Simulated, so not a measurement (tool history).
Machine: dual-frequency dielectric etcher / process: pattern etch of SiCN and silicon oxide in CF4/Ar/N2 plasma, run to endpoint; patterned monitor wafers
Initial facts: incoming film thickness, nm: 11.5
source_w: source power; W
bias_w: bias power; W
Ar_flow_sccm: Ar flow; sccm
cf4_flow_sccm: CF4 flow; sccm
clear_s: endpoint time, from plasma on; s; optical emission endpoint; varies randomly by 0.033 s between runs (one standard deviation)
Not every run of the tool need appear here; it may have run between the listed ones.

run,hour,source_w,bias_w,Ar_flow_sccm,cf4_flow_sccm,clear_s
1,0,480,97,129,42,12.453
2,4.4,550,97,129,42,11.249
3,8.8,560,98,129,42,11.134
4,10.9,570,100,128,42,10.844
5,15.3,490,100,128,42,12.073
6,20.5,490,100,128,49,11.891
7,22.9,590,102,128,49,10.226

What does the tool deliver on the next run?
8,28.9,670,105,127,49,?

{"run 8": {"clear_s": 9.2486}}
